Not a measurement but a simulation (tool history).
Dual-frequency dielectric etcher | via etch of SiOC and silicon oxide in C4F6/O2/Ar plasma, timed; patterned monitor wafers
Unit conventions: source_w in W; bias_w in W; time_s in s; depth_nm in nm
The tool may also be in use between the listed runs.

run  hour  source_w  bias_w  time_s  depth_nm
  1   0.0       490     212   124.5    162.60
  2   8.2       490     212   124.5    162.95
  3  12.4       490     184   124.5    156.43
  4  14.8       460     183   124.5    150.85
  5  17.5       450     183   124.5    149.62
  6  22.3       500     183   124.5    156.93

Run 7 has not been measured yet. What should we expect?
  7  25.0       480     182   124.5         ?

{"run 7": {"depth_nm": 153.76}}

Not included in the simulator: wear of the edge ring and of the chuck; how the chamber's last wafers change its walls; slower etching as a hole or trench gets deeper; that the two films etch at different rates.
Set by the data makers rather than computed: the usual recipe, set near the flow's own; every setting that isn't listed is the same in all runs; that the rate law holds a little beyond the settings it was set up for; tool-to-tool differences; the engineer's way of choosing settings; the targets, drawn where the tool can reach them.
